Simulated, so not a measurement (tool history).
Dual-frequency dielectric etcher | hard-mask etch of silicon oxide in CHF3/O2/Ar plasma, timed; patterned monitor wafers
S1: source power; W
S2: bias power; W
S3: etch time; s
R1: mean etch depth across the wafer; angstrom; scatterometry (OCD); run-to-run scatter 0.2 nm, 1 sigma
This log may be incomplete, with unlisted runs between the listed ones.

Run 1, hour 0: S1 790 W, S2 202 W, S3 15 s. Result: R1 347.43 angstrom.
Run 2, hour 5.9: S1 700 W, S2 202 W, S3 15 s. Result: R1 334.29 angstrom.
Run 3, hour 11.8: S1 740 W, S2 205 W, S3 15 s. Result: R1 341.52 angstrom.
Run 4, hour 18.1: S1 630 W, S2 205 W, S3 15 s. Result: R1 323.27 angstrom.
Run 5, hour 22.9: S1 630 W, S2 240 W, S3 15 s. Result: R1 343.5 angstrom.
Run 6, hour 26.8: S1 660 W, S2 242 W, S3 15 s. Result: R1 348.37 angstrom.

Run 7 has not been measured yet. What should we expect?
Run 7, hour 34.3: S1 690 W, S2 244 W, S3 15 s. Result: R1 ?.

Run 7 measured R1 350.83 angstrom.

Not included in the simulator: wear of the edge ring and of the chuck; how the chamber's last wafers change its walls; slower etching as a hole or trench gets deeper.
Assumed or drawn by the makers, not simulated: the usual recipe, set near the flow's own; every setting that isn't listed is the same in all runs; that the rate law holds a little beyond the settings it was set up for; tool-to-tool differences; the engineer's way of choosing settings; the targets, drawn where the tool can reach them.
